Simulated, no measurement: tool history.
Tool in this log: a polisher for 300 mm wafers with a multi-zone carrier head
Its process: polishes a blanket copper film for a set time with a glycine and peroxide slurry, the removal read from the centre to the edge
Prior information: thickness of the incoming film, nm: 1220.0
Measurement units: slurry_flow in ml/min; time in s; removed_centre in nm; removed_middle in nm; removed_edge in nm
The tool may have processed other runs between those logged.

| run | hour | slurry_flow | centre_zone | middle_zone | edge_zone | time | removed_centre | removed_middle | removed_edge |
|---|---|---|---|---|---|---|---|---|---|
| 1 | 0.0 | 300 | 1.00 | 1.00 | 1.00 | 58 | 483.07 | 478.58 | 483.22 |
| 2 | 8.0 | 300 | 1.01 | 1.00 | 0.96 | 55 | 463.46 | 456.46 | 442.75 |
| 3 | 14.5 | 295 | 1.00 | 0.99 | 0.92 | 54 | 445.20 | 449.14 | 425.01 |
| 4 | 19.3 | 290 | 1.00 | 0.97 | 0.89 | 53 | 444.87 | 426.39 | 415.27 |
| 5 | 27.6 | 290 | 1.00 | 0.97 | 0.96 | 53 | 434.07 | 435.82 | 429.60 |
| 6 | 36.2 | 290 | 1.00 | 0.94 | 0.96 | 53 | 436.74 | 418.94 | 429.43 |
| 7 | 43.2 | 285 | 1.00 | 0.95 | 0.92 | 52 | 424.26 | 404.05 | 410.83 |
| 8 | 51.9 | 280 | 1.00 | 0.96 | 0.89 | 51 | 418.61 | 412.04 | 399.06 |

Predict the results of run 9:
| 9 | 58.2 | 280 | 1.01 | 0.96 | 0.87 | 50 | ? | ? | ? |

Run 9 came out at removed_centre 417.51 nm, removed_middle 396.37 nm, removed_edge 389.31 nm.
